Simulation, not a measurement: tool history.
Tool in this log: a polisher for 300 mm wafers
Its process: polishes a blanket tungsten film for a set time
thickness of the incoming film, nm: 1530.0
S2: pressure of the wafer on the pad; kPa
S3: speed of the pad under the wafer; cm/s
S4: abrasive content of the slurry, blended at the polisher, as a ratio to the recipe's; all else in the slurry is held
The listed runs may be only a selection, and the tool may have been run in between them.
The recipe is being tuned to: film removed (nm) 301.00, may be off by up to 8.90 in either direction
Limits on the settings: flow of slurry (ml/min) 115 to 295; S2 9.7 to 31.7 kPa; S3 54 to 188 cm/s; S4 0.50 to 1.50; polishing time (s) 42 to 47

run 1 hour=0.0 | flow_of_slurry_(ml/min)=190 S2=20.7 S3=120 S4=1.00 polishing_time_(s)=47 | film_removed_(nm)=184.36
run 2 hour=4.6 | flow_of_slurry_(ml/min)=190 S2=16.5 S3=120 S4=1.00 polishing_time_(s)=47 | film_removed_(nm)=152.85
run 3 hour=11.4 | flow_of_slurry_(ml/min)=195 S2=19.3 S3=120 S4=1.00 polishing_time_(s)=47 | film_removed_(nm)=175.35
run 4 hour=16.0 | flow_of_slurry_(ml/min)=155 S2=19.3 S3=120 S4=1.00 polishing_time_(s)=47 | film_removed_(nm)=169.75
run 5 hour=19.0 | flow_of_slurry_(ml/min)=160 S2=22.1 S3=120 S4=1.00 polishing_time_(s)=47 | film_removed_(nm)=189.27
run 6 hour=23.9 | flow_of_slurry_(ml/min)=170 S2=24.1 S3=120 S4=1.00 polishing_time_(s)=47 | film_removed_(nm)=205.79
run 7 hour=29.9 | flow_of_slurry_(ml/min)=175 S2=25.5 S3=122 S4=1.00 polishing_time_(s)=47 | film_removed_(nm)=222.37
run 8 hour=38.8 | flow_of_slurry_(ml/min)=180 S2=26.9 S3=124 S4=1.00 polishing_time_(s)=47 | film_removed_(nm)=239.80
run 9 hour=46.2 | flow_of_slurry_(ml/min)=190 S2=31.7 S3=126 S4=1.00 polishing_time_(s)=47 | film_removed_(nm)=285.03
run 10 hour=49.5 | flow_of_slurry_(ml/min)=190 S2=31.7 S3=128 S4=1.00 polishing_time_(s)=47 | film_removed_(nm)=286.48

Which of these 5 next moves meets every target?
run A hour=52.8 | flow_of_slurry_(ml/min)=215 S2=28.3 S3=134 S4=1.05 polishing_time_(s)=47 | film_removed_(nm)=?
run B hour=52.8 | flow_of_slurry_(ml/min)=145 S2=24.8 S3=152 S4=1.25 polishing_time_(s)=46 | film_removed_(nm)=?
run C hour=52.8 | flow_of_slurry_(ml/min)=215 S2=31.7 S3=124 S4=1.05 polishing_time_(s)=47 | film_removed_(nm)=?
run D hour=52.8 | flow_of_slurry_(ml/min)=180 S2=31.7 S3=132 S4=1.05 polishing_time_(s)=47 | film_removed_(nm)=?
run E hour=52.8 | flow_of_slurry_(ml/min)=190 S2=31.0 S3=130 S4=0.90 polishing_time_(s)=47 | film_removed_(nm)=?

move=A film_removed_(nm)=276.55
move=B film_removed_(nm)=275.88
move=C film_removed_(nm)=284.53
move=D film_removed_(nm)=297.32
move=E film_removed_(nm)=275.83
A: misses by more than the last run did
B: misses by more than the last run did
C: misses by more than the last run did
D: meets every target
E: misses by more than the last run did
Answer: D
